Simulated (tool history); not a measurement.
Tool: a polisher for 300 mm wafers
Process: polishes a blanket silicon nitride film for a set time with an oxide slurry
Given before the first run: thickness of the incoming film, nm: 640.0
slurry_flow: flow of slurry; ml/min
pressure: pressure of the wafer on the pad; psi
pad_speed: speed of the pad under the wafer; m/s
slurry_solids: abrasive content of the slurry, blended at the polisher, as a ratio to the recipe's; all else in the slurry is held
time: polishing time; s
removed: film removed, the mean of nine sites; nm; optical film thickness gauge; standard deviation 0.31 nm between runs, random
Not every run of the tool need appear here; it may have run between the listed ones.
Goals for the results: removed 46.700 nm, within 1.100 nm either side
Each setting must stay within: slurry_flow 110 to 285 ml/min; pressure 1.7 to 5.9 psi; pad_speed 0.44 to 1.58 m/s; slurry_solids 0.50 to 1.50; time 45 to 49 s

{"run": 1, "hour": 0.0, "slurry_flow": 180, "pressure": 3.8, "pad_speed": 1.0, "slurry_solids": 1.0, "time": 49, "removed": 37.342}
{"run": 2, "hour": 3.2, "slurry_flow": 185, "pressure": 3.9, "pad_speed": 1.0, "slurry_solids": 1.0, "time": 49, "removed": 38.638}
{"run": 3, "hour": 4.3, "slurry_flow": 185, "pressure": 3.9, "pad_speed": 1.0, "slurry_solids": 0.8, "time": 49, "removed": 34.973}
{"run": 4, "hour": 9.6, "slurry_flow": 190, "pressure": 4.0, "pad_speed": 1.0, "slurry_solids": 0.8, "time": 49, "removed": 36.103}
{"run": 5, "hour": 16.5, "slurry_flow": 225, "pressure": 4.0, "pad_speed": 1.0, "slurry_solids": 0.8, "time": 49, "removed": 36.308}
{"run": 6, "hour": 22.1, "slurry_flow": 225, "pressure": 4.0, "pad_speed": 0.82, "slurry_solids": 0.8, "time": 49, "removed": 31.666}
{"run": 7, "hour": 23.2, "slurry_flow": 225, "pressure": 4.0, "pad_speed": 0.82, "slurry_solids": 0.8, "time": 49, "removed": 31.841}
{"run": 8, "hour": 31.3, "slurry_flow": 225, "pressure": 4.2, "pad_speed": 0.82, "slurry_solids": 0.8, "time": 49, "removed": 32.488}
{"run": 9, "hour": 33.8, "slurry_flow": 225, "pressure": 4.4, "pad_speed": 0.82, "slurry_solids": 0.8, "time": 49, "removed": 33.834}
{"run": 10, "hour": 39.7, "slurry_flow": 225, "pressure": 4.6, "pad_speed": 0.82, "slurry_solids": 0.8, "time": 49, "removed": 35.007}
{"run": 11, "hour": 46.4, "slurry_flow": 225, "pressure": 4.8, "pad_speed": 0.82, "slurry_solids": 0.8, "time": 49, "removed": 36.156}
{"run": 12, "hour": 53.2, "slurry_flow": 255, "pressure": 5.8, "pad_speed": 0.82, "slurry_solids": 0.8, "time": 49, "removed": 42.677}
{"run": 13, "hour": 57.1, "slurry_flow": 255, "pressure": 5.8, "pad_speed": 0.84, "slurry_solids": 0.8, "time": 49, "removed": 43.668}

5 candidate next runs follow, results not yet known. Just one meets every target within its allowed miss. Identify it.
{"run": "A", "hour": 61.0, "slurry_flow": 245, "pressure": 5.5, "pad_speed": 0.82, "slurry_solids": 0.85, "time": 47, "removed": "?"}
{"run": "B", "hour": 61.0, "slurry_flow": 260, "pressure": 5.9, "pad_speed": 0.98, "slurry_solids": 0.75, "time": 49, "removed": "?"}
{"run": "C", "hour": 61.0, "slurry_flow": 285, "pressure": 5.9, "pad_speed": 0.8, "slurry_solids": 0.75, "time": 48, "removed": "?"}
{"run": "D", "hour": 61.0, "slurry_flow": 280, "pressure": 4.7, "pad_speed": 1.18, "slurry_solids": 0.55, "time": 47, "removed": "?"}
{"run": "E", "hour": 61.0, "slurry_flow": 230, "pressure": 5.8, "pad_speed": 1.02, "slurry_solids": 0.8, "time": 45, "removed": "?"}

move=A removed=40.184
move=B removed=48.815
move=C removed=41.074
move=D removed=39.453
move=E removed=46.278
A: further off than the last run
B: pushes the last run's worst result past its target
C: further off than the last run
D: further off than the last run
E: meets every target
E meets every target.
